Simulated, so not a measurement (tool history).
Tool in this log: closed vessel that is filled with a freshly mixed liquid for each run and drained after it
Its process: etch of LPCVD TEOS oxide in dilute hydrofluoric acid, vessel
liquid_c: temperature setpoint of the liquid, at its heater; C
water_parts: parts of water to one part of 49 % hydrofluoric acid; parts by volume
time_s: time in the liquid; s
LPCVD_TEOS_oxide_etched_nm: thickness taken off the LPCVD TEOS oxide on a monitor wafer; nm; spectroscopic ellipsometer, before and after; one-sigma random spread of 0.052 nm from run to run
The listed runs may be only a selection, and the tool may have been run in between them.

run,day,liquid_c,water_parts,time_s,LPCVD_TEOS_oxide_etched_nm
1,0,21,75,30,11.388
2,0.217,21,75,30,11.342
3,0.45,21.5,75,30,11.597
4,0.646,21.5,95,30,8.943
5,1.008,22,95,30,9.1981
6,1.192,22,95,30,9.224

What does the tool deliver on the next run?
7,1.342,22.5,95,30,?

{"run 7": {"LPCVD_TEOS_oxide_etched_nm": 9.3525}}
